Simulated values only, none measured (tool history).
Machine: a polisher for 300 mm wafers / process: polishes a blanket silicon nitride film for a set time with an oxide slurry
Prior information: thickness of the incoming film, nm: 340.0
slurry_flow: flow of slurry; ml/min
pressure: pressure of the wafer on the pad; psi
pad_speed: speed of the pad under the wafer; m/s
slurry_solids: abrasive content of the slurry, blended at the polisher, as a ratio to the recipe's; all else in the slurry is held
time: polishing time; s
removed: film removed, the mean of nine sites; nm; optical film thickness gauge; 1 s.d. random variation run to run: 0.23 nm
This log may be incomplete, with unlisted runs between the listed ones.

| run | day | slurry_flow | pressure | pad_speed | slurry_solids | time | removed |
|---|---|---|---|---|---|---|---|
| 1 | 0.000 | 310 | 3.1 | 1.28 | 1.0 | 73 | 54.463 |
| 2 | 0.042 | 305 | 2.7 | 1.28 | 1.0 | 73 | 47.646 |
| 3 | 0.404 | 300 | 2.4 | 1.28 | 1.0 | 73 | 42.664 |
| 4 | 0.658 | 295 | 2.2 | 1.28 | 1.0 | 73 | 39.185 |
| 5 | 0.725 | 285 | 2.1 | 1.28 | 1.0 | 73 | 37.477 |
| 6 | 0.829 | 285 | 2.8 | 1.28 | 1.0 | 73 | 49.852 |
| 7 | 1.196 | 295 | 2.6 | 1.28 | 1.0 | 73 | 46.685 |
| 8 | 1.417 | 295 | 2.4 | 1.28 | 1.0 | 73 | 42.856 |
| 9 | 1.788 | 295 | 2.2 | 1.28 | 1.0 | 73 | 39.004 |

Expected results for the next run?
| 10 | 2.062 | 295 | 2.1 | 1.28 | 1.0 | 73 | ? |

Run 10 yielded removed 37.629 nm.
